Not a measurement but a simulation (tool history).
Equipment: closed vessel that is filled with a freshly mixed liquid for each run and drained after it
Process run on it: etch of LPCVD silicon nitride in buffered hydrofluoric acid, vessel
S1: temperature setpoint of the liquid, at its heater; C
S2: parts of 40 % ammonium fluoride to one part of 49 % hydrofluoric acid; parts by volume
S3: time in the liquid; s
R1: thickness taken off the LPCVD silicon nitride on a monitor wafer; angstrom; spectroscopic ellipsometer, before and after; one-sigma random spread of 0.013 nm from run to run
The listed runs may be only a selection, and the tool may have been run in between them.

Run 1, hour 0: S1 21 C, S2 10 parts by volume, S3 220 s. Result: R1 29.896 angstrom.
Run 2, hour 2.9: S1 24 C, S2 10 parts by volume, S3 220 s. Result: R1 35.504 angstrom.
Run 3, hour 10.3: S1 22.5 C, S2 10 parts by volume, S3 220 s. Result: R1 32.306 angstrom.
Run 4, hour 15.1: S1 22.5 C, S2 10 parts by volume, S3 160 s. Result: R1 23.759 angstrom.
Run 5, hour 22.7: S1 22.5 C, S2 10 parts by volume, S3 160 s. Result: R1 23.838 angstrom.
Run 6, hour 26.6: S1 22.5 C, S2 10 parts by volume, S3 220 s. Result: R1 32.56 angstrom.
Run 7, hour 32.2: S1 21.5 C, S2 10 parts by volume, S3 220 s. Result: R1 30.916 angstrom.

Run 8 comes next. What will it give?
Run 8, hour 34.2: S1 20.5 C, S2 10 parts by volume, S3 220 s. Result: R1 ?.

R1: 29.15 angstrom
